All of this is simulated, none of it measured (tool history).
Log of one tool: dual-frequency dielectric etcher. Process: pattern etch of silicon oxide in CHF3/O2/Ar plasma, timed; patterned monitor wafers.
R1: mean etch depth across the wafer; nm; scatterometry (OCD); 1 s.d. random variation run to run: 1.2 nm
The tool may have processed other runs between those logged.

run 1 hour=0.0 | source_power_(kW)=0.480 bias_power_(kW)=0.151 etch_time_(s)=313.0 | R1=510.37
run 2 hour=4.0 | source_power_(kW)=0.430 bias_power_(kW)=0.150 etch_time_(s)=313.0 | R1=480.57
run 3 hour=8.9 | source_power_(kW)=0.410 bias_power_(kW)=0.150 etch_time_(s)=313.0 | R1=469.03
run 4 hour=13.6 | source_power_(kW)=0.330 bias_power_(kW)=0.150 etch_time_(s)=313.0 | R1=412.93
run 5 hour=19.2 | source_power_(kW)=0.330 bias_power_(kW)=0.123 etch_time_(s)=313.0 | R1=389.79
run 6 hour=22.2 | source_power_(kW)=0.350 bias_power_(kW)=0.123 etch_time_(s)=313.0 | R1=405.23
run 7 hour=25.5 | source_power_(kW)=0.360 bias_power_(kW)=0.123 etch_time_(s)=313.0 | R1=411.67
run 8 hour=28.6 | source_power_(kW)=0.370 bias_power_(kW)=0.123 etch_time_(s)=313.0 | R1=420.15

What does the tool deliver on the next run?
run 9 hour=32.8 | source_power_(kW)=0.380 bias_power_(kW)=0.123 etch_time_(s)=313.0 | R1=?

{"run 9": {"R1": 424.5}}

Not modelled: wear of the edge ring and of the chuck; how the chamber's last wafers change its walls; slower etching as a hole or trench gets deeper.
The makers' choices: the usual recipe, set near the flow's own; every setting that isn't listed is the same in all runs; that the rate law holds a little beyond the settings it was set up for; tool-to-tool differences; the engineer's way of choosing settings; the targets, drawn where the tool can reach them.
